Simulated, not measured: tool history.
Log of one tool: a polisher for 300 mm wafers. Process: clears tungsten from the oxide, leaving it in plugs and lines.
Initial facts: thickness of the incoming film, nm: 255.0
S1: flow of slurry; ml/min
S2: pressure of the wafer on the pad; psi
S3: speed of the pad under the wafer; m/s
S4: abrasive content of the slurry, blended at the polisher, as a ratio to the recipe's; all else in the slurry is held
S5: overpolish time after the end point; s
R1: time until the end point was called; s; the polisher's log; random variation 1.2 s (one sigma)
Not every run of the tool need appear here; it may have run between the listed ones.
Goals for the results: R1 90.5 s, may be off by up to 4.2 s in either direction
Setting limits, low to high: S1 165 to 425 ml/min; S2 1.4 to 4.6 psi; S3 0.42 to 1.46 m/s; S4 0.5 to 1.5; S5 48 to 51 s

run  hour   S1   S2    S3  S4  S5      R1
  1     0  275    3  0.94   1  48   62.39
  2   7.1  275    3  1.04   1  48   56.92
  3  11.9  275  2.8  1.04   1  48  58.588
  4  19.8  275  2.6  1.02   1  48  65.695
  5  26.7  275  2.5  1.02   1  48  68.192
  6  27.6  275  2.4  1.02   1  48  71.153
  7  35.7  275  2.3  1.02   1  48  73.638
  8  38.8  275  2.2  1.02   1  48  76.936
  9  40.7  275    2  1.02   1  48  84.659

Exercise: of the 4 proposed moves below, exactly one satisfies all targets within the stated allowed misses. Which move is it?
  A  42.6  265  1.9  0.98  1.15  48   ?
  B  42.6  315  2.4  0.84  1.25  51   ?
  C  42.6  265  2.4  0.94   1.2  48   ?
  D  42.6  255  1.9  0.96   0.9  48   ?

move      R1
   A   88.78
   B  78.914
   C  73.005
   D   96.84
A: meets every target
B: its largest miss is bigger than the last run's
C: its largest miss is bigger than the last run's
D: takes the result that was furthest off past its target
Correct choice: A, which meets every target
